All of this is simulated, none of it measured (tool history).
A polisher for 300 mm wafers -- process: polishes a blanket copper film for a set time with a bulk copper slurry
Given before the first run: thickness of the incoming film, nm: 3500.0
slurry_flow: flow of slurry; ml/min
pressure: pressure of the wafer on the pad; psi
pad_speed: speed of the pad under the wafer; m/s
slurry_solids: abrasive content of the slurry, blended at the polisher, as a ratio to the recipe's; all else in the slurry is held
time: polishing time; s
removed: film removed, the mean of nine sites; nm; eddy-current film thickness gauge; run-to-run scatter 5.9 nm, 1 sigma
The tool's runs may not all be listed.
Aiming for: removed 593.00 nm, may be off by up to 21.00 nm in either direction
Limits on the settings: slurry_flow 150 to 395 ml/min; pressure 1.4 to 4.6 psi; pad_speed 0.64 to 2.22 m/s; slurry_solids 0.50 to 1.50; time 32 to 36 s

| run | hour | slurry_flow | pressure | pad_speed | slurry_solids | time | removed |
|---|---|---|---|---|---|---|---|
| 1 | 0.0 | 250 | 3.0 | 1.42 | 1.00 | 36 | 464.17 |
| 2 | 1.7 | 250 | 3.2 | 1.42 | 1.00 | 36 | 493.19 |
| 3 | 3.5 | 250 | 3.2 | 1.42 | 0.85 | 36 | 467.00 |
| 4 | 9.9 | 250 | 3.4 | 1.42 | 0.85 | 36 | 491.68 |
| 5 | 14.6 | 250 | 3.6 | 1.42 | 0.85 | 36 | 519.76 |
| 6 | 19.3 | 250 | 3.7 | 1.42 | 0.85 | 36 | 534.18 |
|  | 20.7 | slurry nozzle cleaned |
| 7 | 20.7 | 250 | 3.8 | 1.42 | 0.85 | 36 | 548.17 |
| 8 | 23.7 | 250 | 3.9 | 1.42 | 0.85 | 36 | 562.40 |

Which one of the following 5 next-run settings gets every result inside its allowed miss? There is exactly one.
| A | 26.7 | 285 | 3.8 | 1.58 | 0.75 | 35 | ? |
| B | 26.7 | 210 | 3.2 | 1.74 | 0.55 | 36 | ? |
| C | 26.7 | 285 | 3.9 | 1.54 | 0.85 | 32 | ? |
| D | 26.7 | 230 | 4.3 | 1.48 | 0.90 | 36 | ? |
| E | 26.7 | 220 | 3.0 | 1.70 | 0.95 | 36 | ? |

| move | removed |
|---|---|
| A | 594.00 |
| B | 532.54 |
| C | 553.79 |
| D | 644.62 |
| E | 544.83 |
A: hits every target within its allowed miss
B: its largest miss is bigger than the last run's
C: its largest miss is bigger than the last run's
D: pushes the last run's worst result past its target
E: its largest miss is bigger than the last run's
Go with A: it meets all targets.
